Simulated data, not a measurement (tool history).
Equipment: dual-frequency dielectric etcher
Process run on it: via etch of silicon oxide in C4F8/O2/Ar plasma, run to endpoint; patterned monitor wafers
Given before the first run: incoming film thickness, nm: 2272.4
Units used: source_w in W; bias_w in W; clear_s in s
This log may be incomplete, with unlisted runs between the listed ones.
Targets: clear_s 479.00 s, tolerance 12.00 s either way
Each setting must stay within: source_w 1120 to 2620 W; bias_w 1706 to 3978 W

run,hour,source_w,bias_w,clear_s
1,0.0,1870,2842,405.94
2,4.4,1680,2737,425.52
3,6.3,1460,2737,438.82
4,12.2,1800,2737,419.47
5,15.3,1990,2737,404.62
6,22.3,1990,2357,422.65
7,25.7,1830,2252,438.10
8,28.3,1450,1964,494.62

Exercise: of the 4 proposed moves below, exactly one satisfies all targets within the stated allowed misses. Which move is it?
A,30.9,1660,1881,?
B,30.9,1810,2071,?
C,30.9,1520,1706,?
D,30.9,1580,2328,?

move,clear_s
A,480.12
B,453.48
C,508.44
D,457.93
A: all results land within tolerance of their targets
B: moves the result that the last run missed by most past its target, out the other side
C: lands further from the targets than the last run did
D: moves the result that the last run missed by most past its target, out the other side
Answer: A
